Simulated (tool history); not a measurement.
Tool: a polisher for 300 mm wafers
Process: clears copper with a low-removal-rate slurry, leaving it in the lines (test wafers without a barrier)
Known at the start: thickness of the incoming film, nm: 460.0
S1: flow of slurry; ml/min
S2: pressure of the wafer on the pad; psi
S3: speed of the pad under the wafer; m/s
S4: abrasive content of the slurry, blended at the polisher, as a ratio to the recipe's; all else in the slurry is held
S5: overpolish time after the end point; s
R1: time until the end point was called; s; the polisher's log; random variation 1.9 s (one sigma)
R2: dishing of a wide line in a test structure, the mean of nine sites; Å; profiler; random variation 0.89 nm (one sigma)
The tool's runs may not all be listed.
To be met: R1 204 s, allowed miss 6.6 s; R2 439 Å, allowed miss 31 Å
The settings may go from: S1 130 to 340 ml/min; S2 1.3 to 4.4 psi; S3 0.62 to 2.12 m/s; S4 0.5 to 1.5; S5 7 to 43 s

run  hour   S1   S2    S3   S4  S5      R1      R2
  1     0  220  2.8  1.36    1  22  122.84  452.88
  2   3.4  220  2.8  1.36  1.1  22  116.49  467.84
  3  10.2  220  2.8  1.36  1.1  27  117.26  538.13
  4    16  215  2.3  1.36  1.1  29  140.36   486.5
  5  18.9  260  2.3  1.36  1.1  29  134.64  507.56
  6  19.6  260  2.7  1.36  1.1  29  121.85  531.65
  7  21.6  245  1.9  1.18  1.1  33  183.27  434.49
  8  29.9  240  1.8  1.18  1.1  34  195.04  432.01
  9  32.6  235  1.8  1.18  1.1  35  193.24  454.21
 10  35.7  230  1.8  1.18  1.1  35  193.14  444.05
 11  37.9  225  1.8  1.18  1.1  35   189.8  426.12

Which of these 4 next moves meets every target?
  A  40.1  205  1.8  1.28  1.05  29   ?   ?
  B  40.1  230  1.4   1.2   1.2  42   ?   ?
  C  40.1  175  2.2  1.02  0.95  37   ?   ?
  D  40.1  300  1.3  1.28  1.15  41   ?   ?

move      R1      R2
   A  181.67  405.85
   B  220.35  439.33
   C  204.38  443.96
   D  214.45  436.96
A: further off than the last run
B: takes the result that was furthest off past its target
C: meets every target
D: takes the result that was furthest off past its target
Move C is the one to make.
